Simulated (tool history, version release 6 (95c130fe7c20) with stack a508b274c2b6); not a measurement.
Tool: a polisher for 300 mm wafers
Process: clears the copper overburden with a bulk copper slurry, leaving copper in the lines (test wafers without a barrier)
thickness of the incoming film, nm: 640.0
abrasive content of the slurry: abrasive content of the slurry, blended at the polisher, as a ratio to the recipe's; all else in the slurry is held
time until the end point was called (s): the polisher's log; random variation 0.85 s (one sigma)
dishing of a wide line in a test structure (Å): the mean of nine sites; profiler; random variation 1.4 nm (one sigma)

| run | hour | flow of slurry (ml/min) | pressure of the wafer on the pad (kPa) | speed of the pad under the wafer (cm/s) | abrasive content of the slurry | overpolish time after the end point (s) | time until the end point was called (s) | dishing of a wide line in a test structure (Å) |
|---|---|---|---|---|---|---|---|---|
| 1 | 0.0 | 280 | 18.6 | 96 | 1.00 | 17 | 96.039 | 722.48 |
| 2 | 1.4 | 280 | 19.3 | 102 | 1.00 | 15 | 88.427 | 705.67 |
| 3 | 5.1 | 345 | 19.3 | 102 | 1.00 | 15 | 88.029 | 708.89 |
| 4 | 11.1 | 345 | 20.0 | 108 | 1.00 | 13 | 78.654 | 682.70 |
| 5 | 15.0 | 345 | 20.0 | 108 | 1.00 | 19 | 78.411 | 889.60 |
| 6 | 19.2 | 405 | 20.0 | 108 | 1.00 | 19 | 75.556 | 915.40 |
| 7 | 22.0 | 405 | 20.0 | 108 | 1.00 | 19 | 79.384 | 889.22 |
| 8 | 23.0 | 405 | 20.7 | 112 | 1.00 | 17 | 73.766 | 910.72 |
| 9 | 31.7 | 370 | 20.7 | 118 | 1.10 | 15 | 68.052 | 853.35 |
| 10 | 32.8 | 370 | 20.7 | 118 | 1.10 | 15 | 68.261 | 869.02 |
| 11 | 35.4 | 370 | 21.4 | 122 | 1.00 | 13 | 65.538 | 789.94 |
| 12 | 38.0 | 365 | 22.1 | 126 | 0.95 | 12 | 63.585 | 790.86 |
| 13 | 41.7 | 430 | 20.0 | 146 | 1.20 | 5 | 54.375 | 452.66 |
| 14 | 45.0 | 425 | 20.7 | 146 | 1.20 | 5 | 53.400 | 445.83 |
| 15 | 47.0 | 420 | 21.4 | 146 | 1.15 | 5 | 52.761 | 451.51 |

Forecast run 16:
| 16 | 50.4 | 420 | 24.1 | 146 | 1.15 | 13 | ? | ? |

{"run 16": {"time until the end point was called (s)": 44.972, "dishing of a wide line in a test structure (Å)": 1025.6}}
